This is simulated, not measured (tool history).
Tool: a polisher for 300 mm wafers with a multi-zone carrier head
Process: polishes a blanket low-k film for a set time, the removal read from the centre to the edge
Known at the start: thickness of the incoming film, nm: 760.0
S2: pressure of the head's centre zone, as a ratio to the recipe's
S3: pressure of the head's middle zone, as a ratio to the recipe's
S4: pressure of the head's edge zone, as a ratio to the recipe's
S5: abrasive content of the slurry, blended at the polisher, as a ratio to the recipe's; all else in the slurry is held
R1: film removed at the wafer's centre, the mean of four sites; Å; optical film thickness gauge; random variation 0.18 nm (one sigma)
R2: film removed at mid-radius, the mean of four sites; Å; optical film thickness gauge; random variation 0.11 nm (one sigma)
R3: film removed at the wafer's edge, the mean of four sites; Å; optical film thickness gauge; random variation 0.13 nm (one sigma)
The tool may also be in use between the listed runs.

{"run": 1, "hour": 0.0, "flow of slurry (ml/min)": 295, "S2": 1.0, "S3": 1.0, "S4": 1.0, "S5": 1.0, "polishing time (s)": 59, "R1": 176.79, "R2": 169.08, "R3": 164.52}
{"run": 2, "hour": 5.7, "flow of slurry (ml/min)": 295, "S2": 1.0, "S3": 1.0, "S4": 1.0, "S5": 1.0, "polishing time (s)": 69, "R1": 200.9, "R2": 192.27, "R3": 189.82}
{"run": 3, "hour": 11.3, "flow of slurry (ml/min)": 295, "S2": 0.97, "S3": 1.02, "S4": 0.96, "S5": 0.85, "polishing time (s)": 66, "R1": 179.83, "R2": 178.6, "R3": 169.93}
{"run": 4, "hour": 13.8, "flow of slurry (ml/min)": 295, "S2": 0.97, "S3": 0.94, "S4": 0.96, "S5": 0.85, "polishing time (s)": 66, "R1": 183.9, "R2": 168.64, "R3": 173.29}
{"run": 5, "hour": 15.5, "flow of slurry (ml/min)": 295, "S2": 0.97, "S3": 0.88, "S4": 0.96, "S5": 0.85, "polishing time (s)": 66, "R1": 176.97, "R2": 159.76, "R3": 166.68}
{"run": 6, "hour": 23.3, "flow of slurry (ml/min)": 370, "S2": 0.97, "S3": 0.88, "S4": 0.96, "S5": 0.85, "polishing time (s)": 66, "R1": 182.5, "R2": 166.19, "R3": 174.02}
{"run": 7, "hour": 31.1, "flow of slurry (ml/min)": 285, "S2": 0.87, "S3": 0.98, "S4": 0.86, "S5": 0.6, "polishing time (s)": 63, "R1": 139.39, "R2": 145.75, "R3": 139.22}
{"run": 8, "hour": 39.9, "flow of slurry (ml/min)": 285, "S2": 0.86, "S3": 1.01, "S4": 0.85, "S5": 0.55, "polishing time (s)": 62, "R1": 131.16, "R2": 142.34, "R3": 131.96}
{"run": 9, "hour": 47.7, "flow of slurry (ml/min)": 285, "S2": 0.86, "S3": 1.03, "S4": 0.84, "S5": 0.55, "polishing time (s)": 62, "R1": 132.26, "R2": 143.95, "R3": 130.32}
{"run": 10, "hour": 52.5, "flow of slurry (ml/min)": 285, "S2": 0.85, "S3": 1.04, "S4": 0.83, "S5": 0.55, "polishing time (s)": 62, "R1": 131.55, "R2": 145.36, "R3": 129.56}
{"run": 11, "hour": 54.6, "flow of slurry (ml/min)": 280, "S2": 0.84, "S3": 1.05, "S4": 0.82, "S5": 0.55, "polishing time (s)": 62, "R1": 132.88, "R2": 146.36, "R3": 128.17}

Forecast run 12:
{"run": 12, "hour": 61.1, "flow of slurry (ml/min)": 280, "S2": 0.83, "S3": 1.06, "S4": 0.82, "S5": 0.55, "polishing time (s)": 62, "R1": "?", "R2": "?", "R3": "?"}

Run 12 gave R1 127.29 Å, R2 149.12 Å, R3 125.02 Å.
